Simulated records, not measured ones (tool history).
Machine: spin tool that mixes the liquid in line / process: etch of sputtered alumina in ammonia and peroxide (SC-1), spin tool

run    day  temperature setpoint of the liquid (°C)  parts of 29 % ammonia solution to one part of 30 % peroxide (parts by volume)  time under the liquid (s)  thickness taken off the sputtered alumina on a monitor wafer (angstrom)
  1  0.000                                     48.0                                                                           0.95                         55                                                                   24.703
  2  0.262                                     49.5                                                                           0.95                         55                                                                   26.768
  3  0.567                                     49.5                                                                           0.95                         55                                                                   26.952
  4  0.767                                     44.5                                                                           0.95                         55                                                                   20.288
  5  0.929                                     44.5                                                                           0.95                         55                                                                   20.471
  6  1.150                                     48.5                                                                           0.95                         55                                                                   25.667
  7  1.196                                     49.5                                                                           0.95                         55                                                                   27.051
  8  1.446                                     50.5                                                                           0.95                         55                                                                   28.338

Run 9 comes next. What will it give?
  9  1.775                                     51.0                                                                           0.95                         55                                                                        ?

thickness taken off the sputtered alumina on a monitor wafer (angstrom): 28.980

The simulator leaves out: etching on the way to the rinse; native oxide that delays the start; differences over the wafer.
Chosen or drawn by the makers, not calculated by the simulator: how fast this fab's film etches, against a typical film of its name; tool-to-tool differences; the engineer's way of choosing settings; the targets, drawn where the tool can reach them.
